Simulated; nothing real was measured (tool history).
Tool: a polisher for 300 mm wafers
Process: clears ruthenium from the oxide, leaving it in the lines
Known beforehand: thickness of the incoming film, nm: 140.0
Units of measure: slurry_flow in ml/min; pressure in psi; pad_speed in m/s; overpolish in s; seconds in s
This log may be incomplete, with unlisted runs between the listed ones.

run    day  slurry_flow  pressure  pad_speed  overpolish  seconds
  1  0.000          250       2.5       1.20           6   86.800
  2  0.208          250       2.5       1.20           6   88.374
  3  0.525          250       2.6       1.20           6   87.297
  4  0.554          200       2.6       1.20           6   88.948
  5  0.658          200       2.3       1.20           6   96.119
  6  0.904          200       2.5       1.22           6   89.806
  7  1.171          200       2.6       1.24           6   83.690
  8  1.371          200       2.7       1.24           6   80.965
  9  1.625          200       3.4       1.30           6   63.110
 10  1.708          200       3.7       1.36           6   54.530

Forecast run 11:
 11  2.029          200       3.8       1.38           6        ?

Run 11 came out at seconds 52.671 s.
